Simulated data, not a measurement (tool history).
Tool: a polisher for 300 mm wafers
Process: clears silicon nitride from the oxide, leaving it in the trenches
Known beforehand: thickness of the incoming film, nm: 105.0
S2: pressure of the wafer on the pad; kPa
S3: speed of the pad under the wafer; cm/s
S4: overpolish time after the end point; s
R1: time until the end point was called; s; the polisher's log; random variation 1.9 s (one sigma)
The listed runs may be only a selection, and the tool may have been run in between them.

{"run": 1, "day": 0.0, "flow of slurry (ml/min)": 235, "S2": 14.5, "S3": 110, "S4": 35, "R1": 180.4}
{"run": 2, "day": 0.208, "flow of slurry (ml/min)": 285, "S2": 14.5, "S3": 110, "S4": 35, "R1": 175.86}
{"run": 3, "day": 0.438, "flow of slurry (ml/min)": 285, "S2": 15.9, "S3": 112, "S4": 35, "R1": 167.23}
{"run": 4, "day": 0.517, "flow of slurry (ml/min)": 285, "S2": 17.9, "S3": 112, "S4": 35, "R1": 146.67}
{"run": 5, "day": 0.558, "flow of slurry (ml/min)": 285, "S2": 18.6, "S3": 116, "S4": 35, "R1": 140.44}
{"run": 6, "day": 0.667, "flow of slurry (ml/min)": 240, "S2": 18.6, "S3": 116, "S4": 35, "R1": 143.38}
{"run": 7, "day": 0.946, "flow of slurry (ml/min)": 240, "S2": 19.3, "S3": 120, "S4": 35, "R1": 130.58}
{"run": 8, "day": 1.217, "flow of slurry (ml/min)": 240, "S2": 20, "S3": 122, "S4": 35, "R1": 122.77}
{"run": 9, "day": 1.408, "flow of slurry (ml/min)": 240, "S2": 20.7, "S3": 124, "S4": 35, "R1": 121.24}

Predict the results of run 10:
{"run": 10, "day": 1.529, "flow of slurry (ml/min)": 240, "S2": 20.7, "S3": 126, "S4": 35, "R1": "?"}

{"run 10": {"R1": 116.83}}

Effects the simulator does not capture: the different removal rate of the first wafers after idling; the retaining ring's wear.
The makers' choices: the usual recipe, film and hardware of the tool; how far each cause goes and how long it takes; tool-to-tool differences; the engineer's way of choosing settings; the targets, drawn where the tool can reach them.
